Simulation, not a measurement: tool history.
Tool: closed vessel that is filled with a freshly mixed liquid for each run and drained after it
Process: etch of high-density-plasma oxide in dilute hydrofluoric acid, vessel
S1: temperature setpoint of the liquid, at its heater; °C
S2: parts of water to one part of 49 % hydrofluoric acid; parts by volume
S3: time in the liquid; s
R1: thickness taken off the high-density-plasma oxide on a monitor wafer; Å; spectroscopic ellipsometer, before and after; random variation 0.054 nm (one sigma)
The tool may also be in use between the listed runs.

{"run": 1, "hour": 0.0, "S1": 25, "S2": 80, "S3": 280, "R1": 211.98}
{"run": 2, "hour": 5.5, "S1": 25, "S2": 105, "S3": 280, "R1": 157.13}
{"run": 3, "hour": 13.8, "S1": 23, "S2": 105, "S3": 280, "R1": 146.33}
{"run": 4, "hour": 20.0, "S1": 21.5, "S2": 105, "S3": 280, "R1": 137.82}
{"run": 5, "hour": 21.7, "S1": 20.5, "S2": 105, "S3": 280, "R1": 132.45}
{"run": 6, "hour": 29.9, "S1": 20.5, "S2": 105, "S3": 195, "R1": 91.947}
{"run": 7, "hour": 38.7, "S1": 21.5, "S2": 105, "S3": 195, "R1": 95.956}
{"run": 8, "hour": 44.5, "S1": 23, "S2": 105, "S3": 195, "R1": 100.99}
{"run": 9, "hour": 48.2, "S1": 24.5, "S2": 105, "S3": 195, "R1": 107.35}
{"run": 10, "hour": 53.5, "S1": 26, "S2": 105, "S3": 195, "R1": 114.13}

The next listed run, before its measurement:
{"run": 11, "hour": 60.5, "S1": 26.5, "S2": 105, "S3": 195, "R1": "?"}

Run 11 gave R1 116.38 Å.
